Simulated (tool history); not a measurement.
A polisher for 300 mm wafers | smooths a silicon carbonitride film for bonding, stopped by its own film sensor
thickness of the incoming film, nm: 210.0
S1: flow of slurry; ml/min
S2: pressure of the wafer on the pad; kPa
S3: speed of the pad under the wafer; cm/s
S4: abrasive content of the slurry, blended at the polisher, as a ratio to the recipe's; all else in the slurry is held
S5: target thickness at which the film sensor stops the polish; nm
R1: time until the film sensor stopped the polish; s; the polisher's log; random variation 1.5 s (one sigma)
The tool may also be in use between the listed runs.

run,hour,S1,S2,S3,S4,S5,R1
1,0.0,195,13.1,104,1.0,196,52.049
2,4.9,235,13.1,104,1.0,196,52.808
3,11.8,235,13.1,92,1.0,196,55.570
4,17.2,235,13.1,78,1.0,196,64.258
5,24.9,235,11.0,74,1.0,196,76.445
6,27.4,235,9.7,70,1.0,196,88.154
7,29.5,235,9.0,68,1.0,196,97.380

Forecast run 8:
8,34.8,235,8.3,68,1.0,196,?

Run 8 gave R1 99.373 s.
